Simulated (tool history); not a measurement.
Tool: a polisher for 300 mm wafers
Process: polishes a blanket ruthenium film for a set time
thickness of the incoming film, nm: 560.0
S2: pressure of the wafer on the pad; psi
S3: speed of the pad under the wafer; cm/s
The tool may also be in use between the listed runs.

{"run": 1, "hour": 0.0, "flow of slurry (ml/min)": 210, "S2": 2.4, "S3": 94, "polishing time (s)": 39, "film removed (Å)": 432.02}
{"run": 2, "hour": 6.8, "flow of slurry (ml/min)": 255, "S2": 2.4, "S3": 94, "polishing time (s)": 39, "film removed (Å)": 439.53}
{"run": 3, "hour": 12.3, "flow of slurry (ml/min)": 255, "S2": 2.9, "S3": 94, "polishing time (s)": 39, "film removed (Å)": 516.06}
{"run": 4, "hour": 20.5, "flow of slurry (ml/min)": 285, "S2": 2.9, "S3": 94, "polishing time (s)": 39, "film removed (Å)": 521.79}
{"run": 5, "hour": 25.1, "flow of slurry (ml/min)": 285, "S2": 2.9, "S3": 94, "polishing time (s)": 36, "film removed (Å)": 479.7}
{"run": 6, "hour": 30.4, "flow of slurry (ml/min)": 285, "S2": 2.7, "S3": 94, "polishing time (s)": 36, "film removed (Å)": 453.86}
{"run": 7, "hour": 36.5, "flow of slurry (ml/min)": 285, "S2": 2.5, "S3": 94, "polishing time (s)": 36, "film removed (Å)": 424.15}

Run 8 comes next. What will it give?
{"run": 8, "hour": 38.2, "flow of slurry (ml/min)": 285, "S2": 2.4, "S3": 94, "polishing time (s)": 36, "film removed (Å)": "?"}

film removed (Å): 410.09

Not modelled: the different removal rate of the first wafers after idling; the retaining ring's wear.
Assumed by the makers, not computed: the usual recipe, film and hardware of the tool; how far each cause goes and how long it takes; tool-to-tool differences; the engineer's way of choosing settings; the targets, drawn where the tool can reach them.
